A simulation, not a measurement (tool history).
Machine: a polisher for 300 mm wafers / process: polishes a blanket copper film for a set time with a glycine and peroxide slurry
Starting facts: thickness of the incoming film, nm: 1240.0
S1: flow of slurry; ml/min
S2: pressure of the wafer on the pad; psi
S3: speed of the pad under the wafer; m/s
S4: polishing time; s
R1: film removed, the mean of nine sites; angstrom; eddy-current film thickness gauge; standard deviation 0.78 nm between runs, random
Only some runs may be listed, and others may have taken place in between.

| run | hour | S1 | S2 | S3 | S4 | R1 |
|---|---|---|---|---|---|---|
| 1 | 0.0 | 245 | 2.2 | 0.78 | 20 | 777.34 |
| 2 | 8.7 | 245 | 2.2 | 0.78 | 18 | 698.26 |
| 3 | 17.6 | 210 | 2.2 | 0.78 | 18 | 673.72 |
| 4 | 21.2 | 205 | 2.1 | 0.78 | 18 | 670.35 |
| 5 | 23.5 | 205 | 2.0 | 0.78 | 18 | 650.00 |
| 6 | 31.4 | 205 | 1.9 | 0.78 | 18 | 625.86 |
| 7 | 36.0 | 205 | 1.8 | 0.78 | 18 | 620.73 |

Run 8 comes next. What will it give?
| 8 | 37.7 | 205 | 1.3 | 0.76 | 18 | ? |

For run 8 the tool returned R1 497.30 angstrom.

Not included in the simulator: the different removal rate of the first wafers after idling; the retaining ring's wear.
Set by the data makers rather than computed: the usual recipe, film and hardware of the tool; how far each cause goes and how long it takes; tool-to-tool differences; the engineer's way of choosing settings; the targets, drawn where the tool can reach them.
